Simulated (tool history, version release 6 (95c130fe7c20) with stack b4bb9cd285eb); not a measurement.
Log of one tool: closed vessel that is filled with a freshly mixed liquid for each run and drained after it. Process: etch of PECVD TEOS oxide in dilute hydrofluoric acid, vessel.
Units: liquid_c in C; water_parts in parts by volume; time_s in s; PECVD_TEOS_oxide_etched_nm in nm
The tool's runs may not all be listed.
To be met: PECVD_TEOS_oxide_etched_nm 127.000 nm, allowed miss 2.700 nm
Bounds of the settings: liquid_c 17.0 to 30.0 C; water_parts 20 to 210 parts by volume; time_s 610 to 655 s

run  hour  liquid_c  water_parts  time_s  PECVD_TEOS_oxide_etched_nm
  1   0.0      22.0          115     610                      71.185
  2   1.1      22.0          115     655                      76.024
  3   8.0      22.0          150     655                      56.648
  4  10.2      24.0          135     655                      69.505
  5  18.5      25.5          120     655                      83.904
  6  21.0      25.5          105     655                      96.704
  7  23.5      26.5          100     655                     106.590
  8  27.2      27.5          100     655                     110.080
  9  35.8      28.0          100     655                     112.490
 10  37.6      28.5          100     655                     114.780
 11  43.7      29.0          100     655                     118.890
 12  51.6      29.5          100     655                     119.360

4 next moves are on the table. One of them brings every result within its allowed miss. Which?
  A  59.5      25.5           95     655                           ?
  B  59.5      28.0           95     610                           ?
  C  59.5      30.0          110     650                           ?
  D  59.5      23.0           75     655                           ?

move  PECVD_TEOS_oxide_etched_nm
   A                     109.100
   B                     111.950
   C                     108.840
   D                     128.260
A: further off than the last run
B: further off than the last run
C: further off than the last run
D: meets every target
Answer: D

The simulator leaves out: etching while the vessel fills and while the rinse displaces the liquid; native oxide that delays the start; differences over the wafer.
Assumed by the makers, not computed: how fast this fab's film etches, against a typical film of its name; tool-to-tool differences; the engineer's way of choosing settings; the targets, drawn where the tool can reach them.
